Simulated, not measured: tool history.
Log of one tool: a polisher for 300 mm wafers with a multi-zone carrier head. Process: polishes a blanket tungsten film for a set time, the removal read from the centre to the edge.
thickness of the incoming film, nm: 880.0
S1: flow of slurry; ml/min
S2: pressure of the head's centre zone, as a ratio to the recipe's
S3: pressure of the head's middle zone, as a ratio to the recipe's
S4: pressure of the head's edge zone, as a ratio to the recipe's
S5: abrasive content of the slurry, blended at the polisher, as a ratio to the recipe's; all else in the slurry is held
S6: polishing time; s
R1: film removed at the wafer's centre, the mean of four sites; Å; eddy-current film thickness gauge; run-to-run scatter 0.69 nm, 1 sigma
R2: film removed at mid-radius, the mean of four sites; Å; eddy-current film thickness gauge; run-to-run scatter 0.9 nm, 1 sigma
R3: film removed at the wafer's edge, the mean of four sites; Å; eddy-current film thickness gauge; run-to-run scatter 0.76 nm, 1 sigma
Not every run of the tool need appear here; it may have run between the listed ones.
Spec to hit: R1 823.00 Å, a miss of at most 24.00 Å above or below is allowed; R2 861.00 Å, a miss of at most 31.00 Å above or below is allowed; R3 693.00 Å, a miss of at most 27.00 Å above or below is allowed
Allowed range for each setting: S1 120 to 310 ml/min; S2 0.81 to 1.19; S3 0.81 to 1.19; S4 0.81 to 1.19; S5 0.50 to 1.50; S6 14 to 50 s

run	hour	S1	S2	S3	S4	S5	S6	R1	R2	R3
1	0.0	200	1.00	1.00	1.00	1.00	32	1282.90	1336.50	1306.30
2	1.3	200	1.00	1.00	1.05	1.00	32	1287.80	1333.90	1348.00
3	5.6	200	1.00	1.00	1.05	1.00	36	1425.70	1515.90	1507.00
4	8.2	200	1.00	1.00	1.05	1.00	42	1675.40	1764.50	1781.00
5	15.7	205	1.01	1.01	1.02	0.95	38	1505.60	1594.10	1581.30
6	17.7	205	1.01	1.01	1.02	1.15	38	1611.20	1669.80	1641.30
7	25.3	205	1.01	1.01	1.02	1.15	38	1617.00	1697.40	1611.70
8	27.3	205	1.03	1.03	0.99	1.05	34	1416.80	1479.60	1425.10
9	29.9	200	1.05	1.05	0.96	1.00	31	1307.80	1351.40	1245.20
10	31.3	195	1.06	1.06	0.94	0.95	29	1197.70	1255.90	1115.70
11	34.3	185	1.07	1.06	0.92	0.90	28	1140.30	1196.20	1041.20
12	35.4	175	1.07	1.05	0.90	0.85	27	1063.10	1103.10	969.81
13	41.4	170	1.08	1.05	0.89	0.80	26	1031.10	1036.80	918.24
14	47.2	170	1.08	1.06	0.88	0.75	25	961.39	999.59	870.77
15	55.9	165	1.09	1.07	0.87	0.70	25	954.85	977.55	855.05
16	57.7	165	1.10	1.08	0.86	0.65	24	900.53	922.93	794.99
17	60.6	165	1.11	1.09	0.85	0.65	24	905.34	948.78	797.14
18	62.5	165	1.12	1.09	0.84	0.65	24	914.74	926.90	780.94
19	70.0	165	1.12	1.10	0.84	0.65	24	926.55	939.40	785.24
20	72.5	165	1.12	1.11	0.84	0.65	24	917.01	957.40	785.67

Exactly one of the 5 candidate moves below puts every result within its allowed miss. Which one?
A	75.0	155	0.94	1.17	0.83	0.75	25	?	?	?
B	75.0	165	0.91	0.96	1.01	0.55	27	?	?	?
C	75.0	135	1.03	1.09	0.87	1.15	25	?	?	?
D	75.0	160	1.13	1.12	0.81	0.70	21	?	?	?
E	75.0	190	0.94	1.19	0.87	0.65	25	?	?	?

move	R1	R2	R3
A	851.51	1083.00	837.87
B	838.19	924.28	926.26
C	986.82	1101.00	934.51
D	823.36	865.77	687.85
E	857.16	1100.60	847.88
A: misses by more than the last run did
B: brings the last run's worst result on target, with another outside its allowed miss
C: misses by more than the last run did
D: all results in spec
E: misses by more than the last run did
Correct choice: D, which meets every target
